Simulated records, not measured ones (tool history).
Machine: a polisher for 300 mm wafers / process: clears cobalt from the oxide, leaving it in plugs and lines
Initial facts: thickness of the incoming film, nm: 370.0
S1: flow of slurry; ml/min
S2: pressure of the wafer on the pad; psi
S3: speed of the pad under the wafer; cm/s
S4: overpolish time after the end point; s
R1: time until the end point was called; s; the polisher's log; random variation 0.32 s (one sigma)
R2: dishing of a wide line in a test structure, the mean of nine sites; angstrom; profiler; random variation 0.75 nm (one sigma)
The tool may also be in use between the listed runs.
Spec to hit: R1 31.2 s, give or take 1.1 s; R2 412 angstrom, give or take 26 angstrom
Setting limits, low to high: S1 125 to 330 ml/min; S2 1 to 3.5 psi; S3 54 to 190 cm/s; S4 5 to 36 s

Run 1, day 0: S1 210 ml/min, S2 2.2 psi, S3 122 cm/s, S4 18 s. Result: R1 56.432 s, R2 384.35 angstrom.
Run 2, day 0.138: S1 260 ml/min, S2 2.2 psi, S3 122 cm/s, S4 18 s. Result: R1 55.36 s, R2 385.93 angstrom.
Run 3, day 0.362: S1 260 ml/min, S2 2.2 psi, S3 122 cm/s, S4 10 s. Result: R1 53.98 s, R2 333.89 angstrom.
Run 4, day 0.571: S1 260 ml/min, S2 2.2 psi, S3 122 cm/s, S4 15 s. Result: R1 54.449 s, R2 381 angstrom.
Run 5, day 0.942: S1 260 ml/min, S2 2.4 psi, S3 122 cm/s, S4 15 s. Result: R1 49.986 s, R2 379.02 angstrom.
Run 6, day 1.175: S1 260 ml/min, S2 2.4 psi, S3 94 cm/s, S4 15 s. Result: R1 64.618 s, R2 353.21 angstrom.
Run 7, day 1.325: S1 260 ml/min, S2 2.6 psi, S3 98 cm/s, S4 15 s. Result: R1 60.428 s, R2 363.64 angstrom.
Run 8, day 1.404: S1 260 ml/min, S2 2.8 psi, S3 106 cm/s, S4 14 s. Result: R1 52.716 s, R2 366.57 angstrom.
Run 9, day 1.6: S1 265 ml/min, S2 2.9 psi, S3 112 cm/s, S4 14 s. Result: R1 48.082 s, R2 372.7 angstrom.
Run 10, day 1.829: S1 265 ml/min, S2 3 psi, S3 116 cm/s, S4 14 s. Result: R1 45.142 s, R2 383.56 angstrom.
Run 11, day 2.175: S1 265 ml/min, S2 3.1 psi, S3 120 cm/s, S4 14 s. Result: R1 44.208 s, R2 394.36 angstrom.
Run 12, day 2.2: S1 265 ml/min, S2 3.2 psi, S3 126 cm/s, S4 13 s. Result: R1 40.513 s, R2 394.04 angstrom.
Run 13, day 2.267: S1 270 ml/min, S2 3.3 psi, S3 130 cm/s, S4 13 s. Result: R1 38.255 s, R2 400.03 angstrom.
Run 14, day 2.388: S1 270 ml/min, S2 3.3 psi, S3 134 cm/s, S4 13 s. Result: R1 36.954 s, R2 391.45 angstrom.
Run 15, day 2.479: S1 270 ml/min, S2 3.3 psi, S3 136 cm/s, S4 13 s. Result: R1 36.481 s, R2 402.88 angstrom.
Run 16, day 2.808: S1 270 ml/min, S2 3.3 psi, S3 138 cm/s, S4 13 s. Result: R1 35.59 s, R2 402.13 angstrom.
Run 17, day 2.929: S1 270 ml/min, S2 3.3 psi, S3 140 cm/s, S4 13 s. Result: R1 35.101 s, R2 399.19 angstrom.
Run 18, day 3.108: S1 270 ml/min, S2 3.3 psi, S3 142 cm/s, S4 13 s. Result: R1 35.051 s, R2 408.47 angstrom.
Run 19, day 3.288: S1 270 ml/min, S2 3.3 psi, S3 142 cm/s, S4 13 s. Result: R1 35.184 s, R2 401.61 angstrom.
Run 20, day 3.504: S1 270 ml/min, S2 3.3 psi, S3 144 cm/s, S4 13 s. Result: R1 34.118 s, R2 403.41 angstrom.
Run 21, day 3.796: S1 270 ml/min, S2 3.4 psi, S3 146 cm/s, S4 13 s. Result: R1 33.48 s, R2 402 angstrom.

Exactly one of the 5 candidate moves below puts every result within its allowed miss. Which one?
Run A, day 4.088: S1 290 ml/min, S2 3.2 psi, S3 150 cm/s, S4 10 s. Result: R1 ?, R2 ?.
Run B, day 4.088: S1 230 ml/min, S2 2.7 psi, S3 164 cm/s, S4 15 s. Result: R1 ?, R2 ?.
Run C, day 4.088: S1 240 ml/min, S2 3.5 psi, S3 154 cm/s, S4 15 s. Result: R1 ?, R2 ?.
Run D, day 4.088: S1 325 ml/min, S2 2.3 psi, S3 182 cm/s, S4 10 s. Result: R1 ?, R2 ?.
Run E, day 4.088: S1 305 ml/min, S2 3.5 psi, S3 166 cm/s, S4 10 s. Result: R1 ?, R2 ?.

move      R1      R2
   A  33.777  387.71
   B  35.823  411.27
   C  31.458  416.04
   D  34.765  385.14
   E  28.509  400.73
A: its largest miss is bigger than the last run's
B: its largest miss is bigger than the last run's
C: every result within its allowed miss
D: its largest miss is bigger than the last run's
E: pushes the last run's worst result past its target
So the answer is move C, the one that meets all the targets.
